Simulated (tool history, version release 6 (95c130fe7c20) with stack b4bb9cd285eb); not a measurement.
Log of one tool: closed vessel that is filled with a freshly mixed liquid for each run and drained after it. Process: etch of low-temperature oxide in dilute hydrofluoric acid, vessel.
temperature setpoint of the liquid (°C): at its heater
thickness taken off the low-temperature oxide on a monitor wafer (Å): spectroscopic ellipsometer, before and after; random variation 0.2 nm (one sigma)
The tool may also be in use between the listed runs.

run,hour,temperature setpoint of the liquid (°C),parts of water to one part of 49 % hydrofluoric acid (parts by volume),time in the liquid (s),thickness taken off the low-temperature oxide on a monitor wafer (Å)
1,0,26,255,165,124.12
2,3.8,28.5,185,165,203.02
3,11.8,27,185,165,191.74
4,19.9,27,115,165,337.26
5,22.2,25,115,165,311.79
6,27.4,28,100,165,409.22
7,28.5,29.5,100,165,434.27
8,32.6,30.5,100,165,449.75
9,41.1,31.5,100,165,470.24

Forecast run 10:
10,44.9,32,100,165,?

Run 10 gave thickness taken off the low-temperature oxide on a monitor wafer (Å) 474.36.
